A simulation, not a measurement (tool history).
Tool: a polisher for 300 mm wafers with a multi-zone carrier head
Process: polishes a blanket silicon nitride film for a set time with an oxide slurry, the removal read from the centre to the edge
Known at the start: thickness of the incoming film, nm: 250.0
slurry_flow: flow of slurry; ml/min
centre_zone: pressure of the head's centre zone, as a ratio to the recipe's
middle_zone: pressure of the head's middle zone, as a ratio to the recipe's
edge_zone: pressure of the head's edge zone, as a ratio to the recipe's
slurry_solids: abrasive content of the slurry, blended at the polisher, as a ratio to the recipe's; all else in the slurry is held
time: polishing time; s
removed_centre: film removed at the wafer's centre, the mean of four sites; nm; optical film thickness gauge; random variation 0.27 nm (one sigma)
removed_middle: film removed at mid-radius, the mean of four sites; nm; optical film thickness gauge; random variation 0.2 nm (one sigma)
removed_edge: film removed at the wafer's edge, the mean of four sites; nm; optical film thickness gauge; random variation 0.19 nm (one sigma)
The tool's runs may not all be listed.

| run | hour | slurry_flow | centre_zone | middle_zone | edge_zone | slurry_solids | time | removed_centre | removed_middle | removed_edge |
|---|---|---|---|---|---|---|---|---|---|---|
| 1 | 0 | 165 | 1 | 1 | 1 | 1 | 60 | 37.339 | 36.852 | 37.154 |
| 2 | 4.1 | 160 | 1 | 0.98 | 0.99 | 0.95 | 57 | 34.218 | 33.885 | 34.239 |
| 3 | 9.6 | 160 | 1 | 1.06 | 0.99 | 0.95 | 57 | 34.056 | 36.324 | 34.371 |
| 4 | 11.9 | 160 | 0.93 | 1.06 | 0.99 | 0.95 | 57 | 32.033 | 36.252 | 33.947 |
| 5 | 13.1 | 155 | 0.94 | 1.03 | 0.98 | 0.9 | 55 | 31.263 | 32.974 | 32.292 |
| 6 | 18.6 | 150 | 0.94 | 1.02 | 0.97 | 0.85 | 52 | 28.679 | 31.293 | 29.631 |
| 7 | 23.8 | 150 | 0.95 | 0.99 | 0.98 | 0.8 | 50 | 27.04 | 28.03 | 28.045 |
| 8 | 27.9 | 150 | 0.95 | 0.97 | 0.97 | 0.75 | 48 | 25.353 | 25.93 | 26.161 |
| 9 | 33.6 | 120 | 0.99 | 0.87 | 0.91 | 0.5 | 40 | 18.419 | 16.856 | 18.021 |
| 10 | 34.6 | 125 | 0.99 | 0.87 | 0.92 | 0.5 | 40 | 18.795 | 17.136 | 18.262 |

The next listed run, before its measurement:
| 11 | 40.6 | 125 | 0.99 | 0.87 | 0.93 | 0.5 | 40 | ? | ? | ? |

removed_centre: 18.83 nm
removed_middle: 17.052 nm
removed_edge: 18.301 nm
